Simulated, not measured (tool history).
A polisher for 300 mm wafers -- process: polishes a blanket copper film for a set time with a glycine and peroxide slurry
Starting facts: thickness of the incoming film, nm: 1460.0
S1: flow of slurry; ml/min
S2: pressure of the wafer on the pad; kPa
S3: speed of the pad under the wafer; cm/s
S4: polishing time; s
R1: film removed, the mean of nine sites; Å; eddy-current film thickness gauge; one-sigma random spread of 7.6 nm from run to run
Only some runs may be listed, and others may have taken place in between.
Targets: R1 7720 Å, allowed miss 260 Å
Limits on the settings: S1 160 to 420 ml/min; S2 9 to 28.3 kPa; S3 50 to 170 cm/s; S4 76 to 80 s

run,day,S1,S2,S3,S4,R1
1,0,270,18.6,110,76,4938
2,0.108,270,20,110,76,5098.7
3,0.325,270,20,92,76,4493.4
4,0.679,270,15.9,92,76,3845.1
5,0.854,270,18.6,92,76,4168.5
6,0.892,270,15.2,92,76,3797.7
7,1.204,270,17.2,98,76,4270.2
8,1.238,270,18.6,102,76,4555.8
9,1.438,270,20,106,76,5087.9
10,1.538,270,20,106,76,4980.9
11,1.608,270,21.4,108,76,5401.9
12,1.888,275,26.2,114,76,6320.7
13,2.204,275,26.2,116,76,6556.7
14,2.538,275,26.2,118,76,6689.1
15,2.583,275,26.2,120,76,6743.6
16,2.892,275,26.2,122,76,6903.8
17,3.133,275,27.6,126,76,7260.5

4 next moves are on the table. One of them brings every result within its allowed miss. Which?
A,3.375,305,27.6,120,76,?
B,3.375,325,28.3,122,80,?
C,3.375,305,28.3,116,76,?
D,3.375,235,24.1,126,79,?

move,R1
A,6914.9
B,7548.8
C,6833.7
D,6709.8
A: the biggest miss grows against the last run
B: all results in spec
C: the biggest miss grows against the last run
D: the biggest miss grows against the last run
B is the move that brings every result within its allowed miss.
